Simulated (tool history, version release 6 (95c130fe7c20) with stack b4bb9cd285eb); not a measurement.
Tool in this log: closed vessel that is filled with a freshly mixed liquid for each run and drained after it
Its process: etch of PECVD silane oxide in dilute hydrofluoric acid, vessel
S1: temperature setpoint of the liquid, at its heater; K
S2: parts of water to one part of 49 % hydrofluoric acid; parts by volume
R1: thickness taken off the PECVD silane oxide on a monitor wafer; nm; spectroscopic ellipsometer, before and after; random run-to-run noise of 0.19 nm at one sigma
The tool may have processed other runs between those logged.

run 1 hour=0.0 | S1=294.15 S2=50 time_in_the_liquid_(s)=30 | R1=18.196
run 2 hour=2.6 | S1=294.15 S2=40 time_in_the_liquid_(s)=30 | R1=23.306
run 3 hour=7.1 | S1=294.15 S2=35 time_in_the_liquid_(s)=30 | R1=26.627
run 4 hour=10.0 | S1=290.65 S2=35 time_in_the_liquid_(s)=30 | R1=22.974
run 5 hour=18.0 | S1=290.65 S2=35 time_in_the_liquid_(s)=30 | R1=22.860
run 6 hour=23.2 | S1=290.65 S2=35 time_in_the_liquid_(s)=30 | R1=22.985
run 7 hour=24.8 | S1=292.15 S2=35 time_in_the_liquid_(s)=30 | R1=24.407
run 8 hour=33.0 | S1=293.65 S2=35 time_in_the_liquid_(s)=30 | R1=26.029
run 9 hour=38.1 | S1=294.65 S2=35 time_in_the_liquid_(s)=30 | R1=27.006
run 10 hour=44.6 | S1=295.65 S2=35 time_in_the_liquid_(s)=30 | R1=28.398
run 11 hour=51.0 | S1=296.65 S2=35 time_in_the_liquid_(s)=30 | R1=29.596

Forecast run 12:
run 12 hour=55.6 | S1=297.15 S2=35 time_in_the_liquid_(s)=30 | R1=?

{"run 12": {"R1": 30.46}}
